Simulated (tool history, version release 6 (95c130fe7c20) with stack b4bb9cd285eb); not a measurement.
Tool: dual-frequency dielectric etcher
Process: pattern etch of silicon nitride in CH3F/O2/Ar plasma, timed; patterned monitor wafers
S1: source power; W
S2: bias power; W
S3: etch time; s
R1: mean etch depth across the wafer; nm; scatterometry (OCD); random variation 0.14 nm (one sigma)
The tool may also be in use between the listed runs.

run	hour	S1	S2	S3	R1
1	0.0	470	54	48.5	32.904
2	6.9	470	54	48.5	32.953
3	11.1	470	58	48.5	33.865
4	16.8	420	57	48.5	32.648
5	18.0	420	66	48.5	34.907
6	25.0	380	62	48.5	33.240
7	29.9	350	58	48.5	32.326

Forecast run 8:
8	36.3	330	53	48.5	?

Run 8 gave R1 30.681 nm.

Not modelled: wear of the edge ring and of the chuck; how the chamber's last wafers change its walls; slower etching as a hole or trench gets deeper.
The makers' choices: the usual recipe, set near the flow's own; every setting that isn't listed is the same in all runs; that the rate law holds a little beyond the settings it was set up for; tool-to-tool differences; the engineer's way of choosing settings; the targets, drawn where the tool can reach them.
